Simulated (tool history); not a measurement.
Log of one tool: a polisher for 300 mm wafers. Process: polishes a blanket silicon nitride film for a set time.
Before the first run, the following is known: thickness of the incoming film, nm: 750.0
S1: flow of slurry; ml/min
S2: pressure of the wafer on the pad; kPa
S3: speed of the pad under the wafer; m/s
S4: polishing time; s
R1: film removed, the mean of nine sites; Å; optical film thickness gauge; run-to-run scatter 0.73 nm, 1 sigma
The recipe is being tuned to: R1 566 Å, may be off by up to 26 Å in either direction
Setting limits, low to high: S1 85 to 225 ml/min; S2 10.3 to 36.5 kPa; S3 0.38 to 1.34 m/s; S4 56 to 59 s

run  hour   S1    S2    S3  S4      R1
  1     0  145  23.4  0.86  56  921.57
  2   4.9  145    20  0.84  56  822.78
  3   6.8  145    20  0.76  56  744.02
  4  13.2  145  17.2  0.76  56  659.33
  5    15  145  17.2  0.96  56  783.91
  6  23.1  145  15.2  0.96  56  714.86
  7  26.6  145  13.8  0.96  56  671.54
  8  30.2  145  12.4  0.96  56  608.33

Next run, 4 choices. One meets every target within its allowed miss, the rest don't. Which?
  A  33.8  170  10.3  0.98  56   ?
  B  33.8  195  14.5   0.8  56   ?
  C  33.8  120  12.4   0.8  56   ?
  D  33.8  150  12.4  0.98  56   ?

move      R1
   A   556.7
   B  624.61
   C  506.09
   D  624.29
A: all results in spec
B: moves away from the targets compared with the last run
C: the result that was furthest off in the last run now lies on the other side of its target
D: moves away from the targets compared with the last run
So the answer is move A, the one that meets all the targets.
